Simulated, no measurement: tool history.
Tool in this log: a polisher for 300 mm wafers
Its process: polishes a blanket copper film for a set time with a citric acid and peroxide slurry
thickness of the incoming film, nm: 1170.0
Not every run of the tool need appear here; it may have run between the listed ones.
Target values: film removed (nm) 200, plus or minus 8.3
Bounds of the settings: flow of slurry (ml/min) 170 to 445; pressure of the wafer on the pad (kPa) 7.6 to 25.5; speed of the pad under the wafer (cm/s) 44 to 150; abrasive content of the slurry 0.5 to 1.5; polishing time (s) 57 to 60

| run | hour | flow of slurry (ml/min) | pressure of the wafer on the pad (kPa) | speed of the pad under the wafer (cm/s) | abrasive content of the slurry | polishing time (s) | film removed (nm) |
|---|---|---|---|---|---|---|---|
| 1 | 0 | 285 | 16.5 | 96 | 1 | 57 | 110.67 |
| 2 | 6.5 | 330 | 16.5 | 96 | 1 | 57 | 109.24 |
| 3 | 12 | 330 | 16.5 | 96 | 1 | 57 | 109.71 |
| 4 | 19.6 | 330 | 14.5 | 96 | 1 | 57 | 101.37 |
| 5 | 24.4 | 330 | 17.2 | 104 | 1 | 57 | 125.54 |
| 6 | 32.7 | 330 | 19.3 | 106 | 1 | 57 | 135.8 |
| 7 | 35.9 | 330 | 20.7 | 112 | 1 | 57 | 151.72 |
| 8 | 44.7 | 330 | 22.1 | 116 | 1 | 57 | 166.47 |
| 9 | 52.3 | 330 | 22.8 | 118 | 1 | 57 | 169.66 |

Which single option among these 5 for the next run brings every result within its allowed miss of target? Just one does.
| A | 59.9 | 425 | 22.1 | 118 | 1.1 | 58 | ? |
| B | 59.9 | 215 | 23.4 | 122 | 1 | 60 | ? |
| C | 59.9 | 310 | 22.1 | 126 | 0.95 | 59 | ? |
| D | 59.9 | 190 | 25.5 | 126 | 0.65 | 60 | ? |
| E | 59.9 | 330 | 23.4 | 128 | 1 | 60 | ? |

| move | film removed (nm) |
|---|---|
| A | 176.86 |
| B | 180.78 |
| C | 180.48 |
| D | 176.7 |
| E | 198.85 |
A: closer than the last run, but not yet in spec
B: closer than the last run, but not yet in spec
C: closer than the last run, but not yet in spec
D: closer than the last run, but not yet in spec
E: all results land within tolerance of their targets
E is the move that brings every result within its allowed miss.
